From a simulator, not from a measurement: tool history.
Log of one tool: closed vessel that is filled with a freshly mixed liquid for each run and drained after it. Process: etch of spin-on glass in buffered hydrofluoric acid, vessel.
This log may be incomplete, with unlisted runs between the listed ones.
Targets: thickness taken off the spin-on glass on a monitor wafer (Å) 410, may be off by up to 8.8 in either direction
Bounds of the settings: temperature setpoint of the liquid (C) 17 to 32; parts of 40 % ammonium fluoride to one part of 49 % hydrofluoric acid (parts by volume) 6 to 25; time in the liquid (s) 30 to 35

run  hour  temperature setpoint of the liquid (C)  parts of 40 % ammonium fluoride to one part of 49 % hydrofluoric acid (parts by volume)  time in the liquid (s)  thickness taken off the spin-on glass on a monitor wafer (Å)
  1     0                                      25                                                                                     15.5                      35                                                        643.08
  2   7.9                                    22.5                                                                                     15.5                      35                                                         559.6
  3  16.8                                    22.5                                                                                     15.5                      35                                                        558.99
  4  25.4                                      21                                                                                     15.5                      35                                                        516.61
  5  29.1                                      21                                                                                     15.5                      30                                                        445.01
  6    34                                      21                                                                                       18                      30                                                        381.56
  7  42.1                                      21                                                                                       18                      30                                                         383.1
  8  44.6                                    21.5                                                                                       18                      30                                                        393.11

Which one of the following 4 next-run settings gets every result inside its allowed miss? There is exactly one.
  A  47.1                                      22                                                                                       19                      30                                                             ?
  B  47.1                                      19                                                                                     18.5                      35                                                             ?
  C  47.1                                    18.5                                                                                       18                      35                                                             ?
  D  47.1                                    18.5                                                                                       17                      35                                                             ?

move  thickness taken off the spin-on glass on a monitor wafer (Å)
   A                                                        380.77
   B                                                        385.61
   C                                                        385.13
   D                                                        407.49
A: moves away from the targets compared with the last run
B: moves away from the targets compared with the last run
C: moves away from the targets compared with the last run
D: in spec on every target
D meets every target.
